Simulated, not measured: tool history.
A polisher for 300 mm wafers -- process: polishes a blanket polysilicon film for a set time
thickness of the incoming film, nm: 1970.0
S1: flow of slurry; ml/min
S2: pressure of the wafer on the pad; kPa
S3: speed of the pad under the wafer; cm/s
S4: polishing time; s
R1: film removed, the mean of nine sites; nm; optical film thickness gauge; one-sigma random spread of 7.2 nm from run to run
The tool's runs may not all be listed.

{"run": 1, "day": 0.0, "S1": 250, "S2": 15.2, "S3": 130, "S4": 84, "R1": 608.62}
{"run": 2, "day": 0.096, "S1": 250, "S2": 15.2, "S3": 112, "S4": 84, "R1": 535.53}
{"run": 3, "day": 0.271, "S1": 250, "S2": 15.2, "S3": 134, "S4": 84, "R1": 635.5}
{"run": 4, "day": 0.442, "S1": 250, "S2": 15.2, "S3": 134, "S4": 84, "R1": 631.8}
{"run": 5, "day": 0.542, "S1": 250, "S2": 15.2, "S3": 166, "S4": 84, "R1": 763.09}
{"run": 6, "day": 0.725, "S1": 250, "S2": 15.2, "S3": 196, "S4": 84, "R1": 908.01}
{"run": 7, "day": 0.858, "S1": 250, "S2": 14.5, "S3": 196, "S4": 84, "R1": 864.19}
{"run": 8, "day": 1.212, "S1": 250, "S2": 13.8, "S3": 196, "S4": 84, "R1": 835.47}
{"run": 9, "day": 1.354, "S1": 250, "S2": 13.1, "S3": 196, "S4": 84, "R1": 777.26}

Run 10 comes next. What will it give?
{"run": 10, "day": 1.562, "S1": 250, "S2": 12.4, "S3": 196, "S4": 84, "R1": "?"}

R1: 757.19 nm

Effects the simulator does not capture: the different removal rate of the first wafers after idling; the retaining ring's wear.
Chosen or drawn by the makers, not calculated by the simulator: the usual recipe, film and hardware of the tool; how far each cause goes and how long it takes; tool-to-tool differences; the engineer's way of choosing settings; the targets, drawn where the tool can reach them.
